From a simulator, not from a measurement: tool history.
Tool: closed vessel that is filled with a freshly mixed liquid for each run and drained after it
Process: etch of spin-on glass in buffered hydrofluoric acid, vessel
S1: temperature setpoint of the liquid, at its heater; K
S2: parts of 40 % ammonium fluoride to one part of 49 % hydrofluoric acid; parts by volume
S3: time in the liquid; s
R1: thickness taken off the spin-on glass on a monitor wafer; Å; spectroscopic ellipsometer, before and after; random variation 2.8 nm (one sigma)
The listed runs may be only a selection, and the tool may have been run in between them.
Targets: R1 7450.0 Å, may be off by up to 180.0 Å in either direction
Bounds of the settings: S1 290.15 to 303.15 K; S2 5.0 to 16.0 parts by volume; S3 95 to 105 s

run,hour,S1,S2,S3,R1
1,0.0,295.15,9.5,95,3788.3
2,3.4,296.65,9.0,95,4257.2
3,10.5,298.15,8.5,95,4926.3
4,11.8,298.15,8.5,95,4929.8
5,15.1,299.15,8.0,95,5560.8
6,18.1,301.15,8.0,95,6167.0
7,25.0,301.65,8.0,95,6319.8
8,30.6,302.15,8.0,95,6544.1
9,33.2,302.65,7.5,95,7152.7

Next run, 4 choices. One meets every target within its allowed miss, the rest don't. Which?
A,35.8,301.15,7.5,100,?
B,35.8,301.15,8.0,105,?
C,35.8,301.15,7.0,100,?
D,35.8,302.65,8.0,95,?

move,R1
A,6929.6
B,6786.0
C,7464.7
D,6645.8
A: lands further from the targets than the last run did
B: lands further from the targets than the last run did
C: meets every target
D: lands further from the targets than the last run did
Answer: C

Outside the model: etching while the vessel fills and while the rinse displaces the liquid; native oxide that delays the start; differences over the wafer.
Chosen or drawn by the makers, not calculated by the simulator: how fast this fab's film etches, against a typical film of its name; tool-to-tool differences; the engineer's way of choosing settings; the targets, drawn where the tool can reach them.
